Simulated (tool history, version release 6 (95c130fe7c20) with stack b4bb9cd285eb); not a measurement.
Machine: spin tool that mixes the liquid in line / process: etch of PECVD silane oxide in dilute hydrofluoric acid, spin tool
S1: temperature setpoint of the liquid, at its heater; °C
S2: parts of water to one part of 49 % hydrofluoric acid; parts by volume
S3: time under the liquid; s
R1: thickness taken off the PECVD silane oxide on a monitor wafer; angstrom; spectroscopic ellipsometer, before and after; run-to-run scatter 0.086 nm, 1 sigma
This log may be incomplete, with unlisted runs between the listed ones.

Run 1, hour 0.0: S1 24.0 °C, S2 105 parts by volume, S3 50 s. Result: R1 125.100 angstrom.
Run 2, hour 4.8: S1 25.5 °C, S2 105 parts by volume, S3 50 s. Result: R1 132.510 angstrom.
Run 3, hour 12.1: S1 27.0 °C, S2 105 parts by volume, S3 50 s. Result: R1 140.020 angstrom.
Run 4, hour 16.1: S1 24.0 °C, S2 105 parts by volume, S3 50 s. Result: R1 124.290 angstrom.
Run 5, hour 16.8: S1 24.0 °C, S2 125 parts by volume, S3 50 s. Result: R1 101.080 angstrom.
Run 6, hour 21.1: S1 24.0 °C, S2 140 parts by volume, S3 50 s. Result: R1 89.661 angstrom.
Run 7, hour 26.6: S1 24.0 °C, S2 140 parts by volume, S3 50 s. Result: R1 89.546 angstrom.
Run 8, hour 30.7: S1 28.0 °C, S2 100 parts by volume, S3 50 s. Result: R1 154.120 angstrom.
Run 9, hour 32.7: S1 28.5 °C, S2 100 parts by volume, S3 50 s. Result: R1 155.800 angstrom.

Forecast run 10:
Run 10, hour 35.8: S1 29.0 °C, S2 100 parts by volume, S3 50 s. Result: R1 ?.

R1: 158.150 angstrom
